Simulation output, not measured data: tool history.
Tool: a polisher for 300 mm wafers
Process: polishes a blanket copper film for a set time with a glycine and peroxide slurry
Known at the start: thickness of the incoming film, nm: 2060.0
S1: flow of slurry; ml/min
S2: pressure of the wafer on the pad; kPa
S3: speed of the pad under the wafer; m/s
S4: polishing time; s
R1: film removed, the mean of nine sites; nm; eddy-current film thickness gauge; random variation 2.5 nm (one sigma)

| run | hour | S1 | S2 | S3 | S4 | R1 |
|---|---|---|---|---|---|---|
| 1 | 0 | 320 | 17.9 | 1.12 | 83 | 423.03 |
| 2 | 2.5 | 385 | 17.9 | 1.12 | 83 | 436.59 |
| 3 | 9.3 | 385 | 21.4 | 1.12 | 83 | 487.66 |
| 4 | 16.2 | 420 | 21.4 | 1.12 | 83 | 491.52 |
| 5 | 17.1 | 420 | 17.9 | 1.08 | 83 | 422.14 |
| 6 | 18.1 | 420 | 15.2 | 1.06 | 83 | 373.18 |
| 7 | 23.9 | 420 | 13.1 | 1.04 | 83 | 338.51 |
| 8 | 28 | 415 | 8.3 | 1.02 | 83 | 251.06 |

Run 9 comes next. What will it give?
| 9 | 36.3 | 420 | 9 | 1.02 | 83 | ? |

R1: 261.08 nm

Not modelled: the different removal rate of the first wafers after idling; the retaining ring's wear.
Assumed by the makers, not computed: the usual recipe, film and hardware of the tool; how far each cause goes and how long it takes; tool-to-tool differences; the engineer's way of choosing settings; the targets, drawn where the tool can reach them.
